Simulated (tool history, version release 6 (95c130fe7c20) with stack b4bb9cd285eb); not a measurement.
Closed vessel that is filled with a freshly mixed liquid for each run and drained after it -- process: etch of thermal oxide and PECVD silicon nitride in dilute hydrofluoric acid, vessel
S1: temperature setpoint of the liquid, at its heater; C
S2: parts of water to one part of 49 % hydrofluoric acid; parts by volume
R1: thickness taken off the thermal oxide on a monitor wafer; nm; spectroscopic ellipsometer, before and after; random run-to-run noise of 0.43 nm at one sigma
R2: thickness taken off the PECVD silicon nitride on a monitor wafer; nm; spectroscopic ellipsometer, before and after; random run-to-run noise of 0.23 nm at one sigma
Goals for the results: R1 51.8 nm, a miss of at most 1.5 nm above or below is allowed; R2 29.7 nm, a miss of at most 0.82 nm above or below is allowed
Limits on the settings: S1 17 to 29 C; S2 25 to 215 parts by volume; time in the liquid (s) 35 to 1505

run 1 hour=0 | S1=21 S2=120 time_in_the_liquid_(s)=770 | R1=23.961 R2=13.947
run 2 hour=2.5 | S1=21 S2=85 time_in_the_liquid_(s)=770 | R1=35.459 R2=19.2
run 3 hour=10.6 | S1=21 S2=55 time_in_the_liquid_(s)=770 | R1=56.392 R2=29.413
run 4 hour=17.3 | S1=21 S2=30 time_in_the_liquid_(s)=770 | R1=107.05 R2=53.635
run 5 hour=22.9 | S1=21.5 S2=35 time_in_the_liquid_(s)=775 | R1=95.254 R2=47.633
run 6 hour=31.4 | S1=24.5 S2=35 time_in_the_liquid_(s)=775 | R1=107.04 R2=58.764
run 7 hour=34.3 | S1=24 S2=40 time_in_the_liquid_(s)=785 | R1=90.698 R2=49.81
run 8 hour=42.4 | S1=24 S2=45 time_in_the_liquid_(s)=790 | R1=82.855 R2=45.297
run 9 hour=49.4 | S1=24 S2=50 time_in_the_liquid_(s)=795 | R1=75 R2=41.449
run 10 hour=51.9 | S1=24 S2=55 time_in_the_liquid_(s)=800 | R1=67.466 R2=37.667
run 11 hour=60.3 | S1=24 S2=60 time_in_the_liquid_(s)=805 | R1=61.635 R2=35.106
run 12 hour=63.3 | S1=24 S2=60 time_in_the_liquid_(s)=810 | R1=62.867 R2=34.632
run 13 hour=70.6 | S1=24 S2=60 time_in_the_liquid_(s)=805 | R1=61.204 R2=35.177
run 14 hour=75.4 | S1=24 S2=60 time_in_the_liquid_(s)=810 | R1=62.098 R2=35.26
run 15 hour=78.9 | S1=23 S2=85 time_in_the_liquid_(s)=845 | R1=42 R2=24.505

Below are 4 possible settings for the next run. Only one of them brings all results inside the allowed miss of their targets. Which is it?
run A hour=82.4 | S1=23 S2=85 time_in_the_liquid_(s)=1020 | R1=? R2=?
run B hour=82.4 | S1=22 S2=70 time_in_the_liquid_(s)=955 | R1=? R2=?
run C hour=82.4 | S1=27 S2=100 time_in_the_liquid_(s)=960 | R1=? R2=?
run D hour=82.4 | S1=17 S2=50 time_in_the_liquid_(s)=625 | R1=? R2=?

move=A R1=51.487 R2=29.363
move=B R1=57.24 R2=31.095
move=C R1=47.324 R2=30.591
move=D R1=43.443 R2=19.952
A: all results in spec
B: the result that was furthest off in the last run now lies on the other side of its target
C: an improvement on the last run, though not all results are within tolerance
D: its largest miss is bigger than the last run's
The right move is A.
